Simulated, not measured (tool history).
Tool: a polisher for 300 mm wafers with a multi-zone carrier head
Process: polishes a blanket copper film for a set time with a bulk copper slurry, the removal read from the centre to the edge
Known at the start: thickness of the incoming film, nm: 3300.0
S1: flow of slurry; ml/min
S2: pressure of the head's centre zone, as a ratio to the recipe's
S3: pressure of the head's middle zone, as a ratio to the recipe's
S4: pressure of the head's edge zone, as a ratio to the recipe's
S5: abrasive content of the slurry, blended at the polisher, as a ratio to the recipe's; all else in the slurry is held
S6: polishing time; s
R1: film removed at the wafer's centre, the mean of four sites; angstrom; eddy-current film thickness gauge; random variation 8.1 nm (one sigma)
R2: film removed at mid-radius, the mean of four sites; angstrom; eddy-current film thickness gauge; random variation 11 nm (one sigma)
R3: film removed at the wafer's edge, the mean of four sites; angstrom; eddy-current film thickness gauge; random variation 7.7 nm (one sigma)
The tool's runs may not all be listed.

Run 1, hour 0: S1 130 ml/min, S2 1, S3 1, S4 1, S5 1, S6 82 s. Result: R1 5470.9 angstrom, R2 5533.2 angstrom, R3 5702.3 angstrom.
Run 2, hour 5.7: S1 130 ml/min, S2 1, S3 0.93, S4 1, S5 1, S6 82 s. Result: R1 5461.7 angstrom, R2 5218.3 angstrom, R3 5650.4 angstrom.
Run 3, hour 8: S1 130 ml/min, S2 1.08, S3 0.93, S4 1, S5 1, S6 82 s. Result: R1 5915.8 angstrom, R2 5168 angstrom, R3 5660.6 angstrom.
Run 4, hour 13.6: S1 135 ml/min, S2 1.08, S3 0.97, S4 1.01, S5 1.1, S6 83 s. Result: R1 5981.4 angstrom, R2 5593.7 angstrom, R3 6025.5 angstrom.
Run 5, hour 22.4: S1 140 ml/min, S2 1.1, S3 1, S4 1, S5 1.15, S6 84 s. Result: R1 6401.5 angstrom, R2 6022.9 angstrom, R3 6194.7 angstrom.
Run 6, hour 24.2: S1 140 ml/min, S2 1.1, S3 0.93, S4 1, S5 1.15, S6 84 s. Result: R1 6413.5 angstrom, R2 5601.8 angstrom, R3 6008.3 angstrom.
Run 7, hour 29.3: S1 175 ml/min, S2 1.15, S3 1.03, S4 1.05, S5 1.4, S6 86 s. Result: R1 7321 angstrom, R2 6925.3 angstrom, R3 6954.9 angstrom.
Run 8, hour 33.4: S1 175 ml/min, S2 1.15, S3 1.05, S4 1.05, S5 1.4, S6 86 s. Result: R1 7471.4 angstrom, R2 6822.3 angstrom, R3 6932 angstrom.
Run 9, hour 35.1: S1 180 ml/min, S2 1.14, S3 1.07, S4 1.04, S5 1.4, S6 87 s. Result: R1 7452.9 angstrom, R2 7367 angstrom, R3 6940 angstrom.
Run 10, hour 40.7: S1 180 ml/min, S2 1.14, S3 1.08, S4 1.05, S5 1.4, S6 87 s. Result: R1 7433.5 angstrom, R2 7324.8 angstrom, R3 6877 angstrom.
Run 11, hour 46.1: S1 180 ml/min, S2 1.14, S3 1.08, S4 1.06, S5 1.4, S6 88 s. Result: R1 7545.9 angstrom, R2 7223.4 angstrom, R3 7045.9 angstrom.
Run 12, hour 53.9: S1 180 ml/min, S2 1.13, S3 1.08, S4 1.06, S5 1.4, S6 89 s. Result: R1 7580.6 angstrom, R2 7237.5 angstrom, R3 7153.8 angstrom.
Run 13, hour 57.8: S1 180 ml/min, S2 1.12, S3 1.09, S4 1.06, S5 1.4, S6 90 s. Result: R1 7644.4 angstrom, R2 7643.3 angstrom, R3 7176.1 angstrom.

Run 14 comes next. What will it give?
Run 14, hour 63.4: S1 180 ml/min, S2 1.11, S3 1.09, S4 1.06, S5 1.4, S6 90 s. Result: R1 ?, R2 ?, R3 ?.

R1: 7593.2 angstrom
R2: 7540.4 angstrom
R3: 7175.7 angstrom

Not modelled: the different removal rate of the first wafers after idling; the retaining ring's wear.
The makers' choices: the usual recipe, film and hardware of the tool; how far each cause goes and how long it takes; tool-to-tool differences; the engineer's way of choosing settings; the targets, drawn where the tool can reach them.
